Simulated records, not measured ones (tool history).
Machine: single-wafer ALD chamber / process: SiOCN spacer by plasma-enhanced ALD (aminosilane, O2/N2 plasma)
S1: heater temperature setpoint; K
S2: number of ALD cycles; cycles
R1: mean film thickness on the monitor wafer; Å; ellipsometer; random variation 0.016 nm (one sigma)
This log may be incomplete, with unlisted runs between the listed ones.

{"run": 1, "day": 0.0, "S1": 693.15, "S2": 113, "R1": 64.48}
{"run": 2, "day": 0.179, "S1": 693.15, "S2": 104, "R1": 59.381}
{"run": 3, "day": 0.354, "S1": 693.15, "S2": 91, "R1": 51.774}
{"run": 4, "day": 0.538, "S1": 684.15, "S2": 91, "R1": 53.407}
{"run": 5, "day": 0.879, "S1": 678.15, "S2": 91, "R1": 54.63}
{"run": 6, "day": 1.212, "S1": 678.15, "S2": 98, "R1": 58.691}
{"run": 7, "day": 1.508, "S1": 685.15, "S2": 95, "R1": 55.538}

Predict the results of run 8:
{"run": 8, "day": 1.75, "S1": 690.15, "S2": 93, "R1": "?"}

Run 8 measured R1 53.369 Å.

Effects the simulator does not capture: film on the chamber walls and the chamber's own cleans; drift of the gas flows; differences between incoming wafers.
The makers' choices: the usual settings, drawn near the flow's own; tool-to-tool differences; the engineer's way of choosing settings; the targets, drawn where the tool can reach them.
